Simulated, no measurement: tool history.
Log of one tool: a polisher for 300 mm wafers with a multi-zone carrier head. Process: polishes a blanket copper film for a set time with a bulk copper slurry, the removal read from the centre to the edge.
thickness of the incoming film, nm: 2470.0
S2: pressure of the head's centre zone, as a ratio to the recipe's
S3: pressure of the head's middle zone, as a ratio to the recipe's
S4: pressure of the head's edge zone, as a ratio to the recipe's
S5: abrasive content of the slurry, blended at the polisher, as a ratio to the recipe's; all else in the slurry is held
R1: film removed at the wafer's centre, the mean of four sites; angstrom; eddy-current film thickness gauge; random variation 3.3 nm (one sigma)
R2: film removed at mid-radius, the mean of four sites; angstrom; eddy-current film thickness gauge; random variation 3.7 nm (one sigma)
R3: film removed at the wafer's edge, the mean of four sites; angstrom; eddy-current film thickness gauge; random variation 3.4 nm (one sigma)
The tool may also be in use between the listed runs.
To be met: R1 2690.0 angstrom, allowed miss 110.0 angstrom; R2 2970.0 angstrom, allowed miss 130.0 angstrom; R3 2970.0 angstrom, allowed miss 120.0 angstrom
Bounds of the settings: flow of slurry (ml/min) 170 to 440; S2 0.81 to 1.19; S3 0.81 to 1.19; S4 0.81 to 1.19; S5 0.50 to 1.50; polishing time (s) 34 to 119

Run 1, hour 0.0: flow of slurry (ml/min) 280, S2 1.00, S3 1.00, S4 1.00, S5 1.00, polishing time (s) 76. Result: R1 6138.1 angstrom, R2 6000.7 angstrom, R3 5939.9 angstrom.
Run 2, hour 1.5: flow of slurry (ml/min) 280, S2 1.00, S3 1.00, S4 1.00, S5 1.00, polishing time (s) 63. Result: R1 4941.3 angstrom, R2 5138.9 angstrom, R3 4900.4 angstrom.
Run 3, hour 9.0: flow of slurry (ml/min) 275, S2 0.98, S3 0.96, S4 0.98, S5 0.85, polishing time (s) 56. Result: R1 4228.1 angstrom, R2 4165.1 angstrom, R3 4153.8 angstrom.
Run 4, hour 10.4: flow of slurry (ml/min) 270, S2 0.94, S3 0.96, S4 0.97, S5 0.75, polishing time (s) 53. Result: R1 3607.7 angstrom, R2 3810.9 angstrom, R3 3797.3 angstrom.
Run 5, hour 14.7: flow of slurry (ml/min) 270, S2 0.92, S3 0.95, S4 0.94, S5 0.70, polishing time (s) 51. Result: R1 3493.7 angstrom, R2 3671.9 angstrom, R3 3612.7 angstrom.
Run 6, hour 16.6: flow of slurry (ml/min) 270, S2 0.88, S3 0.95, S4 0.94, S5 0.70, polishing time (s) 51. Result: R1 3284.7 angstrom, R2 3665.5 angstrom, R3 3577.5 angstrom.
Run 7, hour 25.6: flow of slurry (ml/min) 265, S2 0.87, S3 0.93, S4 0.92, S5 0.65, polishing time (s) 50. Result: R1 3124.3 angstrom, R2 3479.6 angstrom, R3 3399.9 angstrom.
Run 8, hour 32.9: flow of slurry (ml/min) 260, S2 0.86, S3 0.91, S4 0.90, S5 0.60, polishing time (s) 50. Result: R1 2999.1 angstrom, R2 3283.0 angstrom, R3 3253.9 angstrom.
Run 9, hour 37.9: flow of slurry (ml/min) 250, S2 0.85, S3 0.90, S4 0.88, S5 0.60, polishing time (s) 50. Result: R1 2998.5 angstrom, R2 3295.5 angstrom, R3 3272.9 angstrom.
Run 10, hour 46.9: flow of slurry (ml/min) 250, S2 0.84, S3 0.89, S4 0.87, S5 0.55, polishing time (s) 49. Result: R1 2818.4 angstrom, R2 3140.0 angstrom, R3 3106.9 angstrom.
Run 11, hour 52.5: flow of slurry (ml/min) 250, S2 0.84, S3 0.88, S4 0.86, S5 0.55, polishing time (s) 49. Result: R1 2832.6 angstrom, R2 3077.0 angstrom, R3 3145.0 angstrom.
Run 12, hour 58.0: flow of slurry (ml/min) 240, S2 0.83, S3 0.89, S4 0.83, S5 0.50, polishing time (s) 46. Result: R1 2598.5 angstrom, R2 2815.4 angstrom, R3 2802.7 angstrom.
Run 13, hour 65.4: flow of slurry (ml/min) 250, S2 0.83, S3 0.89, S4 0.84, S5 0.50, polishing time (s) 46. Result: R1 2560.4 angstrom, R2 2813.1 angstrom, R3 2768.1 angstrom.
Run 14, hour 73.6: flow of slurry (ml/min) 250, S2 0.83, S3 0.89, S4 0.85, S5 0.50, polishing time (s) 46. Result: R1 2576.9 angstrom, R2 2873.6 angstrom, R3 2855.7 angstrom.

4 next moves are on the table. One of them brings every result within its allowed miss. Which?
Run A, hour 81.8: flow of slurry (ml/min) 400, S2 0.92, S3 0.86, S4 0.98, S5 0.50, polishing time (s) 47. Result: R1 ?, R2 ?, R3 ?.
Run B, hour 81.8: flow of slurry (ml/min) 320, S2 0.87, S3 0.95, S4 0.98, S5 0.55, polishing time (s) 44. Result: R1 ?, R2 ?, R3 ?.
Run C, hour 81.8: flow of slurry (ml/min) 170, S2 0.81, S3 0.81, S4 1.16, S5 0.65, polishing time (s) 45. Result: R1 ?, R2 ?, R3 ?.
Run D, hour 81.8: flow of slurry (ml/min) 220, S2 0.91, S3 0.92, S4 0.89, S5 0.50, polishing time (s) 48. Result: R1 ?, R2 ?, R3 ?.

move      R1      R2      R3
   A  2963.0  2992.7  3094.0
   B  2632.2  3058.9  2918.1
   C  2432.0  2682.5  3228.2
   D  2837.5  3078.8  2908.6
A: takes the result that was furthest off past its target
B: meets every target
C: further off than the last run
D: takes the result that was furthest off past its target
The right move is B.
